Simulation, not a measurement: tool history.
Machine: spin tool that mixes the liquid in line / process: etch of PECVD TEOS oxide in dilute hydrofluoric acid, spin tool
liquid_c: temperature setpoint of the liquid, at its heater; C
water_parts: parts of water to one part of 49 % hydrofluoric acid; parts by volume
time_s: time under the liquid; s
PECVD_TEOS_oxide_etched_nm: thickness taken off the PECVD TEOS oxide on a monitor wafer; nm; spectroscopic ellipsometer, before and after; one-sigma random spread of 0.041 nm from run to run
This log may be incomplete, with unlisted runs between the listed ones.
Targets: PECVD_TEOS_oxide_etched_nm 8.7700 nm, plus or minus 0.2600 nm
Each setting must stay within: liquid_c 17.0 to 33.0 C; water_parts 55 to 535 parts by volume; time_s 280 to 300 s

run 1 hour=0.0 | liquid_c=25.0 water_parts=295 time_s=280 | PECVD_TEOS_oxide_etched_nm=12.7160
run 2 hour=8.6 | liquid_c=25.0 water_parts=355 time_s=280 | PECVD_TEOS_oxide_etched_nm=10.0200
run 3 hour=11.7 | liquid_c=25.0 water_parts=310 time_s=280 | PECVD_TEOS_oxide_etched_nm=12.0910
run 4 hour=16.1 | liquid_c=28.0 water_parts=310 time_s=280 | PECVD_TEOS_oxide_etched_nm=13.2880
run 5 hour=18.4 | liquid_c=28.0 water_parts=310 time_s=300 | PECVD_TEOS_oxide_etched_nm=14.2740
run 6 hour=23.2 | liquid_c=25.0 water_parts=330 time_s=300 | PECVD_TEOS_oxide_etched_nm=11.8460
run 7 hour=31.0 | liquid_c=22.5 water_parts=335 time_s=300 | PECVD_TEOS_oxide_etched_nm=10.6960
run 8 hour=39.4 | liquid_c=21.0 water_parts=335 time_s=300 | PECVD_TEOS_oxide_etched_nm=10.2300
run 9 hour=43.5 | liquid_c=20.0 water_parts=335 time_s=300 | PECVD_TEOS_oxide_etched_nm=9.8174
run 10 hour=46.4 | liquid_c=19.0 water_parts=335 time_s=300 | PECVD_TEOS_oxide_etched_nm=9.3764
run 11 hour=51.5 | liquid_c=18.5 water_parts=335 time_s=300 | PECVD_TEOS_oxide_etched_nm=9.1935
run 12 hour=59.3 | liquid_c=18.0 water_parts=335 time_s=300 | PECVD_TEOS_oxide_etched_nm=9.1623

Exercise: of the 5 proposed moves below, exactly one satisfies all targets within the stated allowed misses. Which move is it?
run A hour=67.1 | liquid_c=17.0 water_parts=330 time_s=295 | PECVD_TEOS_oxide_etched_nm=?
run B hour=67.1 | liquid_c=17.0 water_parts=300 time_s=280 | PECVD_TEOS_oxide_etched_nm=?
run C hour=67.1 | liquid_c=17.5 water_parts=315 time_s=300 | PECVD_TEOS_oxide_etched_nm=?
run D hour=67.1 | liquid_c=17.0 water_parts=350 time_s=300 | PECVD_TEOS_oxide_etched_nm=?
run E hour=67.1 | liquid_c=21.5 water_parts=380 time_s=285 | PECVD_TEOS_oxide_etched_nm=?

move=A PECVD_TEOS_oxide_etched_nm=8.7905
move=B PECVD_TEOS_oxide_etched_nm=9.4080
move=C PECVD_TEOS_oxide_etched_nm=9.6605
move=D PECVD_TEOS_oxide_etched_nm=8.2933
move=E PECVD_TEOS_oxide_etched_nm=8.3086
A: hits every target within its allowed miss
B: the biggest miss grows against the last run
C: the biggest miss grows against the last run
D: takes the biggest miss from the last run beyond its target
E: takes the biggest miss from the last run beyond its target
Answer: A
